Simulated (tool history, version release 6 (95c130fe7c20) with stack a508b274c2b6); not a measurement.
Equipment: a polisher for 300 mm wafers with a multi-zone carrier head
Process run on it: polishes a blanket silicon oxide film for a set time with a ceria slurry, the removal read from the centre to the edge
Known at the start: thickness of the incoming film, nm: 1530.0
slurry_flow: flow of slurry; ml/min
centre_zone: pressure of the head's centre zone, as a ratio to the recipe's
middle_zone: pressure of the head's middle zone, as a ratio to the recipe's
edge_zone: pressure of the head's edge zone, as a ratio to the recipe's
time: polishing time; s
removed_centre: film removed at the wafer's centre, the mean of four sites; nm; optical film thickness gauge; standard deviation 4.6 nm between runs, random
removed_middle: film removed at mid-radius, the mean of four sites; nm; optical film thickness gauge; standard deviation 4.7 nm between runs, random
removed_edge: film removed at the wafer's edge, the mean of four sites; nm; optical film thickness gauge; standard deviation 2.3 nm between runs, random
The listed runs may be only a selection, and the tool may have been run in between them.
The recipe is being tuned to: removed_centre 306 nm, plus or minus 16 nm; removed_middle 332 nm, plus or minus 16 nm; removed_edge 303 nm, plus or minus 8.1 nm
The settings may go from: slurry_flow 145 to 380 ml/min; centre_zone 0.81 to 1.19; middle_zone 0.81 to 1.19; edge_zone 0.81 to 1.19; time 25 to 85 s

{"run": 1, "hour": 0.0, "slurry_flow": 245, "centre_zone": 1, "middle_zone": 1, "edge_zone": 1, "time": 55, "removed_centre": 345.31, "removed_middle": 330.18, "removed_edge": 344.15}
{"run": 2, "hour": 3.0, "slurry_flow": 245, "centre_zone": 0.93, "middle_zone": 1, "edge_zone": 1, "time": 55, "removed_centre": 320.85, "removed_middle": 340.4, "removed_edge": 345.86}
{"run": 3, "hour": 9.5, "slurry_flow": 240, "centre_zone": 0.93, "middle_zone": 1.01, "edge_zone": 0.96, "time": 54, "removed_centre": 316.44, "removed_middle": 345.2, "removed_edge": 328.83}
{"run": 4, "hour": 15.0, "slurry_flow": 235, "centre_zone": 0.93, "middle_zone": 1, "edge_zone": 0.94, "time": 53, "removed_centre": 311, "removed_middle": 327.62, "removed_edge": 320.93}
{"run": 5, "hour": 23.5, "slurry_flow": 235, "centre_zone": 0.93, "middle_zone": 1, "edge_zone": 1.01, "time": 53, "removed_centre": 300.56, "removed_middle": 326.42, "removed_edge": 329.03}
{"run": 6, "hour": 30.1, "slurry_flow": 235, "centre_zone": 0.93, "middle_zone": 0.97, "edge_zone": 1.01, "time": 53, "removed_centre": 313.57, "removed_middle": 313.14, "removed_edge": 332.56}
{"run": 7, "hour": 34.5, "slurry_flow": 230, "centre_zone": 0.93, "middle_zone": 0.98, "edge_zone": 0.98, "time": 53, "removed_centre": 312.51, "removed_middle": 317.01, "removed_edge": 330.39}
{"run": 8, "hour": 42.1, "slurry_flow": 235, "centre_zone": 0.93, "middle_zone": 0.99, "edge_zone": 0.96, "time": 52, "removed_centre": 299, "removed_middle": 321.8, "removed_edge": 318.1}
{"hour": 50.7, "done": "worn pad replaced by a new one"}
{"run": 9, "hour": 50.7, "slurry_flow": 235, "centre_zone": 0.99, "middle_zone": 1.02, "edge_zone": 0.9, "time": 51, "removed_centre": 335.75, "removed_middle": 341.71, "removed_edge": 320.44}
{"run": 10, "hour": 55.4, "slurry_flow": 235, "centre_zone": 0.98, "middle_zone": 1.02, "edge_zone": 0.89, "time": 50, "removed_centre": 327.01, "removed_middle": 329.83, "removed_edge": 314.33}

Which single option among these 4 for the next run brings every result within its allowed miss of target? Just one does.
{"run": "A", "hour": 60.1, "slurry_flow": 290, "centre_zone": 1.01, "middle_zone": 1.15, "edge_zone": 1.02, "time": 44, "removed_centre": "?", "removed_middle": "?", "removed_edge": "?"}
{"run": "B", "hour": 60.1, "slurry_flow": 230, "centre_zone": 1.1, "middle_zone": 0.98, "edge_zone": 1.04, "time": 47, "removed_centre": "?", "removed_middle": "?", "removed_edge": "?"}
{"run": "C", "hour": 60.1, "slurry_flow": 260, "centre_zone": 1.02, "middle_zone": 1.03, "edge_zone": 0.86, "time": 46, "removed_centre": "?", "removed_middle": "?", "removed_edge": "?"}
{"run": "D", "hour": 60.1, "slurry_flow": 225, "centre_zone": 1.05, "middle_zone": 0.98, "edge_zone": 0.82, "time": 50, "removed_centre": "?", "removed_middle": "?", "removed_edge": "?"}

move=A removed_centre=309.95 removed_middle=335.1 removed_edge=301.44
move=B removed_centre=348.86 removed_middle=306.02 removed_edge=319.01
move=C removed_centre=322.56 removed_middle=316.68 removed_edge=288.71
move=D removed_centre=353.3 removed_middle=324.77 removed_edge=303.19
A: every result within its allowed miss
B: moves away from the targets compared with the last run
C: takes the biggest miss from the last run beyond its target
D: the worst result of the last run now meets its target, but another is out of spec
A meets every target.
